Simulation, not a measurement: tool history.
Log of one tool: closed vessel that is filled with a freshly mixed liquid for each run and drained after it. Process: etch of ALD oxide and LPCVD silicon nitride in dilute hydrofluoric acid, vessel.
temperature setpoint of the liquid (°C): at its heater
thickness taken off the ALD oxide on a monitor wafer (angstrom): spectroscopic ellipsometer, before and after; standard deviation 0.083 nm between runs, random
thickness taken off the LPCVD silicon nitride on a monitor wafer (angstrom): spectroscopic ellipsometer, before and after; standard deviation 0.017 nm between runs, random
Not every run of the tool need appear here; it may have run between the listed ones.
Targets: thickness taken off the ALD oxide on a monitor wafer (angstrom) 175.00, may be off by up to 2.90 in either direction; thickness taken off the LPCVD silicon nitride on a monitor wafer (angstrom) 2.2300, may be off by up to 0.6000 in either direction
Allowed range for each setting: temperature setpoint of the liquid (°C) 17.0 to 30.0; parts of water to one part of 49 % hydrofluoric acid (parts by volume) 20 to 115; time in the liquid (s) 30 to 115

run,hour,temperature setpoint of the liquid (°C),parts of water to one part of 49 % hydrofluoric acid (parts by volume),time in the liquid (s),thickness taken off the ALD oxide on a monitor wafer (angstrom),thickness taken off the LPCVD silicon nitride on a monitor wafer (angstrom)
1,0.0,22.0,65,60,324.38,4.3849
2,5.4,21.5,70,60,294.41,3.7653
3,6.9,21.5,50,60,423.29,4.8672
4,12.0,21.0,55,60,373.76,4.5978
5,13.9,21.0,35,60,605.45,6.4395
6,16.6,18.5,35,60,540.42,5.6323
7,20.5,17.0,60,60,286.17,3.1117
8,27.7,17.0,65,60,265.25,2.9393
9,36.1,17.0,70,60,244.26,2.6860
10,41.0,17.0,80,60,210.70,1.9757
11,49.0,18.0,90,60,193.92,2.4313

Which one of the following 4 next-run settings gets every result inside its allowed miss? There is exactly one.
A,57.0,20.5,115,75,?,?
B,57.0,18.5,95,60,?,?
C,57.0,20.5,100,55,?,?
D,57.0,19.0,110,70,?,?

move,thickness taken off the ALD oxide on a monitor wafer (angstrom),thickness taken off the LPCVD silicon nitride on a monitor wafer (angstrom)
A,206.10,2.3795
B,187.90,2.0007
C,176.74,2.0004
D,190.18,2.0947
A: moves away from the targets compared with the last run
B: gains on the last run, yet a result remains outside its allowed miss
C: every result within its allowed miss
D: gains on the last run, yet a result remains outside its allowed miss
Move C is the one to make.

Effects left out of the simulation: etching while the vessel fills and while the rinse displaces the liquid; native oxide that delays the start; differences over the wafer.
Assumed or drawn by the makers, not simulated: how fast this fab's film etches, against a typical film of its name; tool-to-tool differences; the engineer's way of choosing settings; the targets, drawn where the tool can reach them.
